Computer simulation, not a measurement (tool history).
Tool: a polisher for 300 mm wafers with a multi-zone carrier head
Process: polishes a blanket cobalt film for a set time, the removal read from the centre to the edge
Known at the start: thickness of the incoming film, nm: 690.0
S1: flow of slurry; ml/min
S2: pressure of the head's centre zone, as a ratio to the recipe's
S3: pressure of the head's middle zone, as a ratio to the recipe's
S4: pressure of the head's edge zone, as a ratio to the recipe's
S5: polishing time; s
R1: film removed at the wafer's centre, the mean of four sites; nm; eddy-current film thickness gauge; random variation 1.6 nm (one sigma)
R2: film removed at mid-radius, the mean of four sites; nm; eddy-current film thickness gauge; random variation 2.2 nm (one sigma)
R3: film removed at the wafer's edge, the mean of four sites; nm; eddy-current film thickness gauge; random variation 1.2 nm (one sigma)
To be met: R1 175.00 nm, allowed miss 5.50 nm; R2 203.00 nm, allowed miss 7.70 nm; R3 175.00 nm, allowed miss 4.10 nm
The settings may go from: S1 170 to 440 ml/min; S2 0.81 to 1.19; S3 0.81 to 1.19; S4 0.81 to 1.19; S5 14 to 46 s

run	hour	S1	S2	S3	S4	S5	R1	R2	R3
1	0.0	280	1.00	1.00	1.00	30	147.69	145.54	150.04
2	4.9	290	1.00	1.03	1.00	31	157.14	155.16	153.91
3	9.0	295	0.99	1.05	1.01	31	156.36	155.98	156.08
4	12.5	295	0.98	1.07	1.00	32	160.02	167.29	157.07
5	18.3	295	0.98	1.07	0.97	32	155.34	164.70	154.04
6	20.6	295	0.98	1.07	1.04	32	159.34	162.59	159.76
7	29.5	300	0.97	1.08	1.04	33	160.94	171.94	166.33
8	38.0	305	0.97	1.09	1.04	33	159.29	173.15	168.33
9	38.7	315	0.97	1.10	1.03	33	162.02	175.17	167.32
10	45.0	315	0.97	1.10	1.03	33	161.45	173.83	166.93
11	47.4	315	0.97	1.11	1.03	33	162.16	175.22	167.65
12	55.1	315	0.97	1.12	1.02	33	162.11	176.97	163.93

Which of these 4 next moves meets every target?
A	62.8	310	0.86	0.99	1.14	33	?	?	?
B	62.8	200	0.97	1.18	0.94	37	?	?	?
C	62.8	305	0.86	1.15	0.99	36	?	?	?
D	62.8	325	0.88	1.01	1.11	33	?	?	?

move	R1	R2	R3
A	142.32	159.83	174.93
B	173.39	200.84	173.19
C	155.22	197.92	177.36
D	146.23	163.10	172.97
A: further off than the last run
B: meets every target
C: brings the result that was furthest off to its target, and leaves another outside
D: further off than the last run
Answer: B
